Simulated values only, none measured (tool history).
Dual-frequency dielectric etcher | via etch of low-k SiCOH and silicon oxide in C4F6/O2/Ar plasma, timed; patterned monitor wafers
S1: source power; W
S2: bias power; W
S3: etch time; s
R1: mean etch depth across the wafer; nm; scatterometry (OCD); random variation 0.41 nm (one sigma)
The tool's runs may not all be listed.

Run 1, day 0: S1 330 W, S2 182 W, S3 69 s. Result: R1 168.33 nm.
Run 2, day 0.371: S1 330 W, S2 165 W, S3 69 s. Result: R1 164.06 nm.
Run 3, day 0.575: S1 350 W, S2 168 W, S3 69 s. Result: R1 169.98 nm.
Run 4, day 0.642: S1 350 W, S2 168 W, S3 69 s. Result: R1 170.13 nm.
Run 5, day 0.925: S1 360 W, S2 169 W, S3 69 s. Result: R1 172.97 nm.
Run 6, day 1.2: S1 370 W, S2 170 W, S3 69 s. Result: R1 175.45 nm.
Run 7, day 1.571: S1 380 W, S2 171 W, S3 69 s. Result: R1 178.86 nm.

Forecast run 8:
Run 8, day 1.725: S1 390 W, S2 172 W, S3 69 s. Result: R1 ?.

R1: 181.37 nm
